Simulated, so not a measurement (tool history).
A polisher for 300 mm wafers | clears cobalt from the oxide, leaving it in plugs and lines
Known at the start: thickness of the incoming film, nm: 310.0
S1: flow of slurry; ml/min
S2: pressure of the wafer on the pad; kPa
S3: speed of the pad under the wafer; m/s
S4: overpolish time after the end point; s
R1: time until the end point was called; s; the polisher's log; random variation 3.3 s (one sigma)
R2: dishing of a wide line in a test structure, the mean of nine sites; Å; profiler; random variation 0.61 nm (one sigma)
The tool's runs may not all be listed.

run,hour,S1,S2,S3,S4,R1,R2
1,0,190,9.7,0.92,25,114.9,351.17
2,1.8,160,9.7,0.92,25,117.37,358.66
3,7.7,160,9.7,0.92,34,117.46,399.57
4,16.4,160,8.3,0.9,33,140.03,379.71
5,24.3,160,7.6,0.9,31,153.07,345.89
6,30.1,160,9.7,0.9,31,122.87,380.85
7,32.3,160,8.3,0.9,30,142.51,363.62
8,40.1,160,7.6,0.9,28,147.58,340.97
9,44.6,160,6.9,0.88,28,170.61,323.17

Run 10 comes next. What will it give?
10,51.1,160,6.2,0.88,28,?,?

Run 10 gave R1 185.04 s, R2 303.31 Å.
